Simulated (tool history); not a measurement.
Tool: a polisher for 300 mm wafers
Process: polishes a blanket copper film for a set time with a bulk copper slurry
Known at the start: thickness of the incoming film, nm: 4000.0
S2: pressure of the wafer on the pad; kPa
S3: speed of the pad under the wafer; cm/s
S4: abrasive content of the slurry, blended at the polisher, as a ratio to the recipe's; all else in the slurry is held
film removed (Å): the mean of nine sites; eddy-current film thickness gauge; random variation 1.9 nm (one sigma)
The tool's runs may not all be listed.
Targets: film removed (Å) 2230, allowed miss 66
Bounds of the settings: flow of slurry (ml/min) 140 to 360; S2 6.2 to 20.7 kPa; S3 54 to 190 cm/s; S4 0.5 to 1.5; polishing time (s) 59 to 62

run 1 hour=0 | flow_of_slurry_(ml/min)=230 S2=13.1 S3=122 S4=1 polishing_time_(s)=59 | film_removed_(Å)=3539
run 2 hour=6.1 | flow_of_slurry_(ml/min)=230 S2=13.1 S3=138 S4=1 polishing_time_(s)=59 | film_removed_(Å)=3865.4
run 3 hour=9.3 | flow_of_slurry_(ml/min)=230 S2=15.9 S3=138 S4=1 polishing_time_(s)=59 | film_removed_(Å)=4658.1
run 4 hour=15.3 | flow_of_slurry_(ml/min)=260 S2=15.9 S3=138 S4=1 polishing_time_(s)=59 | film_removed_(Å)=4774.3
run 5 hour=21.5 | flow_of_slurry_(ml/min)=255 S2=13.1 S3=134 S4=1 polishing_time_(s)=59 | film_removed_(Å)=3918.9
run 6 hour=24.1 | flow_of_slurry_(ml/min)=255 S2=13.1 S3=114 S4=1 polishing_time_(s)=59 | film_removed_(Å)=3332.9
run 7 hour=25.8 | flow_of_slurry_(ml/min)=255 S2=13.1 S3=114 S4=1 polishing_time_(s)=59 | film_removed_(Å)=3379.3
run 8 hour=27.4 | flow_of_slurry_(ml/min)=245 S2=11.7 S3=114 S4=1 polishing_time_(s)=59 | film_removed_(Å)=3059.4
run 9 hour=33.9 | flow_of_slurry_(ml/min)=235 S2=10.3 S3=114 S4=1 polishing_time_(s)=59 | film_removed_(Å)=2692.1
run 10 hour=38.1 | flow_of_slurry_(ml/min)=225 S2=9.7 S3=114 S4=1 polishing_time_(s)=59 | film_removed_(Å)=2492.2
-- hour=43.3 slurry nozzle cleaned
run 11 hour=43.3 | flow_of_slurry_(ml/min)=210 S2=9.7 S3=114 S4=1 polishing_time_(s)=59 | film_removed_(Å)=2561.1
run 12 hour=50.5 | flow_of_slurry_(ml/min)=210 S2=9.7 S3=114 S4=1 polishing_time_(s)=59 | film_removed_(Å)=2555.1
run 13 hour=51.9 | flow_of_slurry_(ml/min)=200 S2=7.6 S3=114 S4=1 polishing_time_(s)=59 | film_removed_(Å)=2057.7

Which of these 4 next moves meets every target?
run A hour=53.3 | flow_of_slurry_(ml/min)=190 S2=7.6 S3=114 S4=1 polishing_time_(s)=59 | film_removed_(Å)=?
run B hour=53.3 | flow_of_slurry_(ml/min)=205 S2=6.9 S3=110 S4=0.95 polishing_time_(s)=60 | film_removed_(Å)=?
run C hour=53.3 | flow_of_slurry_(ml/min)=210 S2=8.3 S3=110 S4=0.95 polishing_time_(s)=61 | film_removed_(Å)=?
run D hour=53.3 | flow_of_slurry_(ml/min)=230 S2=8.3 S3=100 S4=1 polishing_time_(s)=59 | film_removed_(Å)=?

move=A film_removed_(Å)=2018
move=B film_removed_(Å)=1831.7
move=C film_removed_(Å)=2211
move=D film_removed_(Å)=2022.1
A: further off than the last run
B: further off than the last run
C: meets every target
D: further off than the last run
Move C is the one to make.
